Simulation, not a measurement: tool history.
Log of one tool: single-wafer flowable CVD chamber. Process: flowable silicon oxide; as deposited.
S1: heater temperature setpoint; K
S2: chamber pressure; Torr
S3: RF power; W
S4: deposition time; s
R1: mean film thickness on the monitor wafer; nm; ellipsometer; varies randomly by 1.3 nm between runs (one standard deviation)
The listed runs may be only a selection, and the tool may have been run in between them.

run  hour      S1     S2    S3   S4      R1
  1     0  378.15  0.657  2685  382  160.77
  2   8.1  382.15  0.657  2685  382  140.31
  3  11.9  382.15  0.657  2355  382   136.2
  4  17.2  382.15  0.657  2040  382  132.33
  5  21.5  375.15  0.667  2040  382  172.31
  6    30  375.15  0.727  2040  382  187.44
  7  31.4  363.15  0.728  2040  382  287.09

Run 8 has not been measured yet. What should we expect?
  8  37.6  361.15  0.728  2040  382   ?

{"run 8": {"R1": 303.38}}
